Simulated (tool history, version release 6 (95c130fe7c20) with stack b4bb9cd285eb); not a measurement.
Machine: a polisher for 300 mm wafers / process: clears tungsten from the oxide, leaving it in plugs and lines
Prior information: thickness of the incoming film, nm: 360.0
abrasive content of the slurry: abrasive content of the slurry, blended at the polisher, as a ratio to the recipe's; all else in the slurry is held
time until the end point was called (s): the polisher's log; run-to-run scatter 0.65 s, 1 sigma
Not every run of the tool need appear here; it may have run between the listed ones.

run,hour,flow of slurry (ml/min),pressure of the wafer on the pad (kPa),speed of the pad under the wafer (m/s),abrasive content of the slurry,overpolish time after the end point (s),time until the end point was called (s)
1,0.0,165,16.5,1.10,1.0,35,113.960
2,1.6,170,17.9,1.10,1.0,35,106.550
3,5.6,170,19.3,1.10,1.0,35,98.780
4,13.4,170,19.3,1.10,0.8,35,107.040
5,14.3,175,20.7,1.10,0.8,35,99.313
6,16.8,180,22.1,1.10,0.8,35,93.580
7,24.6,180,22.8,1.12,0.8,35,90.525

Forecast run 8:
8,33.3,180,23.4,1.14,0.8,35,?

time until the end point was called (s): 86.922
